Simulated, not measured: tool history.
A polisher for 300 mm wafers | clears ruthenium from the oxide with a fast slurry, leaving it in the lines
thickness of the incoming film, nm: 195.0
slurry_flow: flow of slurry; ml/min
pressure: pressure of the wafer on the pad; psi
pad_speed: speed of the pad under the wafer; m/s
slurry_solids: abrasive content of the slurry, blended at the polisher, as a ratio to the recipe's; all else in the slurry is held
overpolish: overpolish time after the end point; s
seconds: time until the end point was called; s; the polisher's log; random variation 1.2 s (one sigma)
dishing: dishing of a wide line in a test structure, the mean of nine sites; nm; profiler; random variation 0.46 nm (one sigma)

Run 1, hour 0.0: slurry_flow 130 ml/min, pressure 1.9 psi, pad_speed 0.76 m/s, slurry_solids 1.00, overpolish 15 s. Result: seconds 85.940 s, dishing 29.315 nm.
Run 2, hour 4.9: slurry_flow 125 ml/min, pressure 1.8 psi, pad_speed 0.76 m/s, slurry_solids 1.00, overpolish 16 s. Result: seconds 92.832 s, dishing 30.887 nm.
Run 3, hour 8.9: slurry_flow 125 ml/min, pressure 1.5 psi, pad_speed 0.76 m/s, slurry_solids 1.00, overpolish 16 s. Result: seconds 107.980 s, dishing 25.526 nm.
Run 4, hour 9.7: slurry_flow 125 ml/min, pressure 1.5 psi, pad_speed 0.76 m/s, slurry_solids 0.95, overpolish 16 s. Result: seconds 110.920 s, dishing 25.339 nm.
Run 5, hour 15.6: slurry_flow 125 ml/min, pressure 1.1 psi, pad_speed 0.76 m/s, slurry_solids 0.95, overpolish 16 s. Result: seconds 148.610 s, dishing 18.735 nm.
Run 6, hour 18.3: slurry_flow 125 ml/min, pressure 1.1 psi, pad_speed 0.76 m/s, slurry_solids 0.95, overpolish 11 s. Result: seconds 150.980 s, dishing 12.946 nm.

The next listed run, before its measurement:
Run 7, hour 23.5: slurry_flow 120 ml/min, pressure 1.1 psi, pad_speed 0.76 m/s, slurry_solids 0.95, overpolish 13 s. Result: seconds ?, dishing ?.

{"run 7": {"seconds": 149.72, "dishing": 15.75}}
